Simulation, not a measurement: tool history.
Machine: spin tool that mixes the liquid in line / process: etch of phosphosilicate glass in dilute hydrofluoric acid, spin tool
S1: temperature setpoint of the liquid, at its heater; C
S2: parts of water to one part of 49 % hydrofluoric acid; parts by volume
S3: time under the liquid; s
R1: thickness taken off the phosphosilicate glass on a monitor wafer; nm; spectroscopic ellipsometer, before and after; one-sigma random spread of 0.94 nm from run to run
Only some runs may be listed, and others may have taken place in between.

| run | hour | S1 | S2 | S3 | R1 |
|---|---|---|---|---|---|
| 1 | 0.0 | 22.0 | 50 | 85 | 98.899 |
| 2 | 1.6 | 22.0 | 50 | 90 | 105.470 |
| 3 | 3.3 | 22.0 | 65 | 90 | 79.324 |
| 4 | 6.3 | 24.0 | 55 | 90 | 103.930 |
| 5 | 14.6 | 25.5 | 45 | 90 | 136.870 |
| 6 | 23.2 | 26.5 | 40 | 90 | 160.810 |
| 7 | 28.3 | 30.0 | 25 | 90 | 302.050 |
| 8 | 36.0 | 29.0 | 25 | 90 | 289.280 |

Expected results for the next run?
| 9 | 42.3 | 28.5 | 25 | 90 | ? |

Run 9 measured R1 286.120 nm.

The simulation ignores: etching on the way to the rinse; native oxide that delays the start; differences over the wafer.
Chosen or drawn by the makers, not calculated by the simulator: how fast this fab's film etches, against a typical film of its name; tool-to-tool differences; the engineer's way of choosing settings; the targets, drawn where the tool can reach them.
